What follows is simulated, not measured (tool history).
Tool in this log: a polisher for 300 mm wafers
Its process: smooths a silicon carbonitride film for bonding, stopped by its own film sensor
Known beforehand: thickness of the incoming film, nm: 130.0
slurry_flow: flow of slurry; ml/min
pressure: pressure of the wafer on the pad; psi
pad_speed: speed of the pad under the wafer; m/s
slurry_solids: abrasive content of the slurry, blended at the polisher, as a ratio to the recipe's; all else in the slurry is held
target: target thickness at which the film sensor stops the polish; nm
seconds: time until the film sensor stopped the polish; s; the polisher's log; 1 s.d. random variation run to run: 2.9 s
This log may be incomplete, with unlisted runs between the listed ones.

Run 1, hour 0: slurry_flow 160 ml/min, pressure 1.6 psi, pad_speed 0.76 m/s, slurry_solids 1, target 111 nm. Result: seconds 114.05 s.
Run 2, hour 2.7: slurry_flow 160 ml/min, pressure 1.5 psi, pad_speed 0.76 m/s, slurry_solids 1, target 111 nm. Result: seconds 121.98 s.
Run 3, hour 10.7: slurry_flow 160 ml/min, pressure 1.8 psi, pad_speed 0.76 m/s, slurry_solids 1, target 111 nm. Result: seconds 102.25 s.
Run 4, hour 17.3: slurry_flow 185 ml/min, pressure 1.8 psi, pad_speed 0.76 m/s, slurry_solids 1, target 111 nm. Result: seconds 102.34 s.
Run 5, hour 19.9: slurry_flow 185 ml/min, pressure 1.6 psi, pad_speed 0.76 m/s, slurry_solids 1, target 111 nm. Result: seconds 114.14 s.
Run 6, hour 26.7: slurry_flow 215 ml/min, pressure 1.6 psi, pad_speed 0.76 m/s, slurry_solids 1, target 111 nm. Result: seconds 110.19 s.

The next listed run, before its measurement:
Run 7, hour 30.3: slurry_flow 210 ml/min, pressure 1.1 psi, pad_speed 0.72 m/s, slurry_solids 1, target 111 nm. Result: seconds ?.

{"run 7": {"seconds": 158.77}}

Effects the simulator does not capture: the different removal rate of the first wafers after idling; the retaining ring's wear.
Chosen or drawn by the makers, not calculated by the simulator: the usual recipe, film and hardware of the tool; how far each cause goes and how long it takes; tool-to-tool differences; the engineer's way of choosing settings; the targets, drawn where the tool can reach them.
